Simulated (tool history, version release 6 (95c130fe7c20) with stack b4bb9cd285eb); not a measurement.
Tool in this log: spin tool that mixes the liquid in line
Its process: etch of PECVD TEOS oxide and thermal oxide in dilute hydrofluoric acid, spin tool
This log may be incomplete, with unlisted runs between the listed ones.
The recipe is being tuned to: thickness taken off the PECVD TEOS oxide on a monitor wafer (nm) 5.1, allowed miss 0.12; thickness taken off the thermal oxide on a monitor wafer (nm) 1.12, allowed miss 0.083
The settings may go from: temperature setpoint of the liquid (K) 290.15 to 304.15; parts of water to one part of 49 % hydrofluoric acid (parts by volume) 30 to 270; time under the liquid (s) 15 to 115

run,day,temperature setpoint of the liquid (K),parts of water to one part of 49 % hydrofluoric acid (parts by volume),time under the liquid (s),thickness taken off the PECVD TEOS oxide on a monitor wafer (nm),thickness taken off the thermal oxide on a monitor wafer (nm)
1,0,296.15,150,60,7.5467,1.6689
2,0.283,296.15,150,80,10.173,2.1951
3,0.475,296.15,150,65,8.2508,1.7701
4,0.642,294.15,160,65,7.0199,1.5273
5,0.871,293.15,165,65,6.4801,1.432
6,1.125,291.65,165,65,6.0995,1.3154
7,1.212,291.15,170,65,5.8317,1.2688
8,1.521,290.65,175,65,5.4536,1.1611
9,1.829,290.65,180,65,5.2814,1.1394

Which one of the following 4 next-run settings gets every result inside its allowed miss? There is exactly one.
A,2.138,291.65,180,65,?,?
B,2.138,291.15,215,75,?,?
C,2.138,290.65,195,75,?,?
D,2.138,293.15,165,55,?,?

move,thickness taken off the PECVD TEOS oxide on a monitor wafer (nm),thickness taken off the thermal oxide on a monitor wafer (nm)
A,5.4729,1.1769
B,5.015,1.0785
C,5.5227,1.1877
D,5.4413,1.1702
A: further off than the last run
B: in spec on every target
C: further off than the last run
D: further off than the last run
The move that meets every target is B.
